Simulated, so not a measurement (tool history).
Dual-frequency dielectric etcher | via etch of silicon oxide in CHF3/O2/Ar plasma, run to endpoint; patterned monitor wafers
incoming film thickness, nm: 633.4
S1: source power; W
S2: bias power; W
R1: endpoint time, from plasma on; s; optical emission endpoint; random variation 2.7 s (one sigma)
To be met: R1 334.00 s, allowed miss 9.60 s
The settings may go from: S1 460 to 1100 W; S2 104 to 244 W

Run 1, day 0.000: S1 780 W, S2 174 W. Result: R1 286.93 s.
Run 2, day 0.121: S1 750 W, S2 171 W. Result: R1 296.06 s.
Run 3, day 0.317: S1 850 W, S2 171 W. Result: R1 278.87 s.
Run 4, day 0.612: S1 850 W, S2 146 W. Result: R1 291.43 s.
Run 5, day 0.812: S1 820 W, S2 144 W. Result: R1 295.24 s.
Run 6, day 1.154: S1 820 W, S2 170 W. Result: R1 284.26 s.
Run 7, day 1.275: S1 780 W, S2 167 W. Result: R1 291.63 s.
Run 8, day 1.567: S1 750 W, S2 165 W. Result: R1 296.60 s.
At day 1.692: bias power generator calibrated.
Run 9, day 1.692: S1 720 W, S2 163 W. Result: R1 297.19 s.
Run 10, day 1.942: S1 690 W, S2 158 W. Result: R1 304.21 s.
Run 11, day 2.250: S1 670 W, S2 155 W. Result: R1 314.42 s.
Run 12, day 2.438: S1 660 W, S2 154 W. Result: R1 308.87 s.
Run 13, day 2.675: S1 640 W, S2 151 W. Result: R1 312.97 s.
Run 14, day 2.912: S1 620 W, S2 149 W. Result: R1 317.13 s.
Run 15, day 3.238: S1 530 W, S2 141 W. Result: R1 342.39 s.

Which of these 5 next moves meets every target?
Run A, day 3.562: S1 460 W, S2 133 W. Result: R1 ?.
Run B, day 3.562: S1 540 W, S2 125 W. Result: R1 ?.
Run C, day 3.562: S1 540 W, S2 122 W. Result: R1 ?.
Run D, day 3.562: S1 600 W, S2 134 W. Result: R1 ?.
Run E, day 3.562: S1 460 W, S2 137 W. Result: R1 ?.

move      R1
   A  364.29
   B  349.32
   C  351.41
   D  330.42
   E  361.52
A: further off than the last run
B: further off than the last run
C: further off than the last run
D: meets every target
E: further off than the last run
Answer: D

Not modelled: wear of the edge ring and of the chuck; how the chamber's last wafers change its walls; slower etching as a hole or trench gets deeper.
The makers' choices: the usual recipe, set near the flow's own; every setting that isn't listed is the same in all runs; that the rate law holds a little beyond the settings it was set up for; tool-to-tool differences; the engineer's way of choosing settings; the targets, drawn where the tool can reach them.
